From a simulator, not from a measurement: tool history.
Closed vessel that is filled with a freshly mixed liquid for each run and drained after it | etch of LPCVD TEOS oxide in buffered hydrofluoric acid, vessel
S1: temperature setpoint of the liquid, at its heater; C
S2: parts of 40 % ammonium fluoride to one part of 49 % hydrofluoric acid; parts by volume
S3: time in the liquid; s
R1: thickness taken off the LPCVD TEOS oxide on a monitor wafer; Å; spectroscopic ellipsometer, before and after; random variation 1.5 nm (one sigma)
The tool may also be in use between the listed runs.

run,hour,S1,S2,S3,R1
1,0.0,25.0,9.5,100,3455.5
2,5.0,25.0,9.5,105,3618.6
3,6.3,25.0,12.0,105,2907.2
4,9.5,25.0,12.0,100,2802.4
5,13.3,27.0,12.0,100,3095.3
6,22.4,25.5,12.0,100,2903.4
7,24.8,24.0,12.0,100,2648.6
8,26.8,24.0,12.0,100,2674.9
9,33.1,22.5,12.0,100,2428.6
10,36.1,21.5,12.0,100,2320.6
11,39.2,21.0,12.0,100,2274.5
12,44.0,20.5,12.0,100,2176.1
13,45.9,20.0,12.0,100,2105.4

The next listed run, before its measurement:
14,49.9,19.5,12.0,100,?

{"run 14": {"R1": 2080.0}}

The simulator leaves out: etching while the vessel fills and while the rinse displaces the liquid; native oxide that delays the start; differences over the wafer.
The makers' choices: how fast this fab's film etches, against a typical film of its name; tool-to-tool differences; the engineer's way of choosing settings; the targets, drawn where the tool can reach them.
